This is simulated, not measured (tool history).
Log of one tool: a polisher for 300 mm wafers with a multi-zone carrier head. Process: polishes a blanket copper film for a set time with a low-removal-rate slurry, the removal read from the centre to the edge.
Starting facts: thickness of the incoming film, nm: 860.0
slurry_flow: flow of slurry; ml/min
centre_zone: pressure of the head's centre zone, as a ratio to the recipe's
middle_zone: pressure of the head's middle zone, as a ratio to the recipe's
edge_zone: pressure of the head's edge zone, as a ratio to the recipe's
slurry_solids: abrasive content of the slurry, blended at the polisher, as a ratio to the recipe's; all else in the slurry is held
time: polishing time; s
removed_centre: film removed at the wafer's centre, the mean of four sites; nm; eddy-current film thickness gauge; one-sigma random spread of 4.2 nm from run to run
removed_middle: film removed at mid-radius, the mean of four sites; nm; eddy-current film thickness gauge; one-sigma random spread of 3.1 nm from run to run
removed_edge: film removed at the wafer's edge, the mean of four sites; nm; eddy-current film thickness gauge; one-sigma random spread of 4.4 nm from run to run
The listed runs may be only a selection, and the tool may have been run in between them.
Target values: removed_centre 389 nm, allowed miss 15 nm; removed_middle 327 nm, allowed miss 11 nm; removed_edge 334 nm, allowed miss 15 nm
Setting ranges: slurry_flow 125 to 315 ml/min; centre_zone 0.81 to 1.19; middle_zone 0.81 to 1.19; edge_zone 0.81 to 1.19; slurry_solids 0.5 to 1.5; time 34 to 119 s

Run 1, day 0: slurry_flow 205 ml/min, centre_zone 1, middle_zone 1, edge_zone 1, slurry_solids 1, time 76 s. Result: removed_centre 326.75 nm, removed_middle 291.31 nm, removed_edge 304.96 nm.
Run 2, day 0.2: slurry_flow 220 ml/min, centre_zone 1.03, middle_zone 1.02, edge_zone 1.02, slurry_solids 1.05, time 76 s. Result: removed_centre 341.22 nm, removed_middle 300.75 nm, removed_edge 313.28 nm.
Run 3, day 0.35: slurry_flow 220 ml/min, centre_zone 1.03, middle_zone 0.99, edge_zone 1.02, slurry_solids 1.05, time 76 s. Result: removed_centre 339.78 nm, removed_middle 298.81 nm, removed_edge 310.34 nm.
Run 4, day 0.429: slurry_flow 185 ml/min, centre_zone 1.03, middle_zone 0.99, edge_zone 1.02, slurry_solids 1.05, time 76 s. Result: removed_centre 325.37 nm, removed_middle 287.25 nm, removed_edge 306.8 nm.
Run 5, day 0.5: slurry_flow 210 ml/min, centre_zone 1.05, middle_zone 1, edge_zone 1.03, slurry_solids 1.1, time 76 s. Result: removed_centre 348.18 nm, removed_middle 295.82 nm, removed_edge 314.32 nm.
Run 6, day 0.846: slurry_flow 210 ml/min, centre_zone 1.05, middle_zone 1, edge_zone 1.03, slurry_solids 1.3, time 76 s. Result: removed_centre 358.76 nm, removed_middle 304.45 nm, removed_edge 320.71 nm.
Run 7, day 1.125: slurry_flow 225 ml/min, centre_zone 1.06, middle_zone 1.01, edge_zone 1.04, slurry_solids 1.3, time 76 s. Result: removed_centre 357.22 nm, removed_middle 314.08 nm, removed_edge 323.75 nm.
Run 8, day 1.246: slurry_flow 235 ml/min, centre_zone 1.08, middle_zone 1.01, edge_zone 1.04, slurry_solids 1.3, time 76 s. Result: removed_centre 370.04 nm, removed_middle 317.39 nm, removed_edge 329.98 nm.
Run 9, day 1.617: slurry_flow 240 ml/min, centre_zone 1.09, middle_zone 1.01, edge_zone 1.03, slurry_solids 1.3, time 76 s. Result: removed_centre 369.78 nm, removed_middle 317.43 nm, removed_edge 327.53 nm.
At day 1.942: centre zone pressure recalibrated.
Run 10, day 1.942: slurry_flow 260 ml/min, centre_zone 1.13, middle_zone 1.03, edge_zone 1.05, slurry_solids 1.35, time 76 s. Result: removed_centre 360.28 nm, removed_middle 323.84 nm, removed_edge 334.39 nm.
Run 11, day 2.104: slurry_flow 255 ml/min, centre_zone 1.13, middle_zone 1.02, edge_zone 1.03, slurry_solids 1.4, time 76 s. Result: removed_centre 364.53 nm, removed_middle 326.35 nm, removed_edge 328.69 nm.
Run 12, day 2.204: slurry_flow 245 ml/min, centre_zone 1.14, middle_zone 1, edge_zone 1.02, slurry_solids 1.4, time 77 s. Result: removed_centre 377.01 nm, removed_middle 320.78 nm, removed_edge 335.75 nm.
Run 13, day 2.504: slurry_flow 240 ml/min, centre_zone 1.14, middle_zone 1, edge_zone 1, slurry_solids 1.45, time 77 s. Result: removed_centre 373.29 nm, removed_middle 324.51 nm, removed_edge 330.64 nm.

Which one of the following 5 next-run settings gets every result inside its allowed miss? There is exactly one.
Run A, day 2.804: slurry_flow 235 ml/min, centre_zone 1.12, middle_zone 0.95, edge_zone 0.91, slurry_solids 1.45, time 82 s. Result: removed_centre ?, removed_middle ?, removed_edge ?.
Run B, day 2.804: slurry_flow 300 ml/min, centre_zone 1.11, middle_zone 1.08, edge_zone 1.18, slurry_solids 1.4, time 71 s. Result: removed_centre ?, removed_middle ?, removed_edge ?.
Run C, day 2.804: slurry_flow 265 ml/min, centre_zone 1.09, middle_zone 1.01, edge_zone 1.09, slurry_solids 1.45, time 76 s. Result: removed_centre ?, removed_middle ?, removed_edge ?.
Run D, day 2.804: slurry_flow 265 ml/min, centre_zone 1.05, middle_zone 1, edge_zone 1.08, slurry_solids 1.45, time 74 s. Result: removed_centre ?, removed_middle ?, removed_edge ?.
Run E, day 2.804: slurry_flow 200 ml/min, centre_zone 1.19, middle_zone 0.95, edge_zone 1.03, slurry_solids 1.45, time 78 s. Result: removed_centre ?, removed_middle ?, removed_edge ?.

move  removed_centre  removed_middle  removed_edge
   A          379.87          329.66        338.35
   B             335          324.68        337.01
   C          351.13          326.36        345.62
   D          332.96          315.16        335.01
   E             368          306.39         335.6
A: meets every target
B: further off than the last run
C: further off than the last run
D: further off than the last run
E: further off than the last run
The move that meets every target is A.
